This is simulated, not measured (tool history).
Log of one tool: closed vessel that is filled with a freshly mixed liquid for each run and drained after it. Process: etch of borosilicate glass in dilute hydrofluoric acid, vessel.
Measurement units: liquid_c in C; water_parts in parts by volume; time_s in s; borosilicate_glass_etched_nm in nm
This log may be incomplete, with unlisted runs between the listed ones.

{"run": 1, "hour": 0.0, "liquid_c": 26.0, "water_parts": 220, "time_s": 100, "borosilicate_glass_etched_nm": 15.726}
{"run": 2, "hour": 4.1, "liquid_c": 26.5, "water_parts": 220, "time_s": 100, "borosilicate_glass_etched_nm": 16.116}
{"run": 3, "hour": 6.8, "liquid_c": 25.0, "water_parts": 220, "time_s": 100, "borosilicate_glass_etched_nm": 15.164}
{"run": 4, "hour": 15.4, "liquid_c": 23.0, "water_parts": 220, "time_s": 100, "borosilicate_glass_etched_nm": 14.16}
{"run": 5, "hour": 22.5, "liquid_c": 24.0, "water_parts": 220, "time_s": 100, "borosilicate_glass_etched_nm": 14.71}
{"run": 6, "hour": 24.4, "liquid_c": 24.0, "water_parts": 220, "time_s": 100, "borosilicate_glass_etched_nm": 14.656}
{"run": 7, "hour": 32.3, "liquid_c": 24.5, "water_parts": 220, "time_s": 100, "borosilicate_glass_etched_nm": 14.846}

Run 8 has not been measured yet. What should we expect?
{"run": 8, "hour": 37.3, "liquid_c": 28.5, "water_parts": 215, "time_s": 100, "borosilicate_glass_etched_nm": "?"}

Logged for run 8: borosilicate_glass_etched_nm 17.829 nm.

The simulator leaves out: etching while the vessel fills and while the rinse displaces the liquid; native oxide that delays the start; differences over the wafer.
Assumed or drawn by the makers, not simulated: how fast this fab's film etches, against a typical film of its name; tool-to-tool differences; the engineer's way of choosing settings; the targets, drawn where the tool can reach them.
